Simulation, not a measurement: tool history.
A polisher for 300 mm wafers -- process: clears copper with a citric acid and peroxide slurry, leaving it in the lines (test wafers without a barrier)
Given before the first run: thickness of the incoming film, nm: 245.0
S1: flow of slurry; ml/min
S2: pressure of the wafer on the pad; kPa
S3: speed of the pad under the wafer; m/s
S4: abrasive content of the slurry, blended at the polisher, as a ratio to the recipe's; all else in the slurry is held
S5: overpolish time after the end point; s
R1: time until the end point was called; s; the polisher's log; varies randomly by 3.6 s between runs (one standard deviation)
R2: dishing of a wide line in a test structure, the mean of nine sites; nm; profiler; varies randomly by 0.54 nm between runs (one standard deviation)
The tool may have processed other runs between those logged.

Run 1, day 0.000: S1 150 ml/min, S2 16.5 kPa, S3 1.06 m/s, S4 1.0, S5 22 s. Result: R1 105.170 s, R2 27.898 nm.
Run 2, day 0.312: S1 150 ml/min, S2 16.5 kPa, S3 1.06 m/s, S4 1.1, S5 22 s. Result: R1 104.460 s, R2 28.519 nm.
Run 3, day 0.633: S1 150 ml/min, S2 18.6 kPa, S3 1.06 m/s, S4 1.1, S5 22 s. Result: R1 91.778 s, R2 30.712 nm.
Run 4, day 0.962: S1 150 ml/min, S2 18.6 kPa, S3 1.28 m/s, S4 1.1, S5 22 s. Result: R1 79.480 s, R2 34.873 nm.
Run 5, day 1.158: S1 165 ml/min, S2 18.6 kPa, S3 1.28 m/s, S4 1.1, S5 22 s. Result: R1 78.052 s, R2 36.313 nm.
Run 6, day 1.458: S1 165 ml/min, S2 22.1 kPa, S3 1.28 m/s, S4 1.1, S5 22 s. Result: R1 67.287 s, R2 41.014 nm.

Run 7 is up next; what results do you expect?
Run 7, day 1.721: S1 150 ml/min, S2 17.9 kPa, S3 0.98 m/s, S4 1.0, S5 32 s. Result: R1 ?, R2 ?.

Run 7 measured R1 105.940 s, R2 35.577 nm.
